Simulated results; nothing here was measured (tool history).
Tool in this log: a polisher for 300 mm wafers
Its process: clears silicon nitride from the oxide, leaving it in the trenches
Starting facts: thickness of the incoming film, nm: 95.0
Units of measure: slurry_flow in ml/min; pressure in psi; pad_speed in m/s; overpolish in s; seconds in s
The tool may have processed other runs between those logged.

run,day,slurry_flow,pressure,pad_speed,overpolish,seconds
1,0,300,2.4,1.26,8,89.582
2,0.333,300,2.4,1.26,8,92.392
3,0.388,300,2.1,1.24,8,105.19
4,0.758,300,2.6,1.24,8,86.346
5,0.796,300,2.6,1.24,8,84.416
6,1.042,300,2.3,1.22,8,96.112
7,1.367,300,2,1.18,8,116.49
8,1.467,300,1.8,1.18,8,124.17
9,1.762,300,1.8,1.18,8,126.14
10,1.962,300,1.7,1.18,8,135.52

Estimate the outcome of run 11 from the log above:
11,2.279,300,1.6,1.18,8,?

Run 11 yielded seconds 146.25 s.
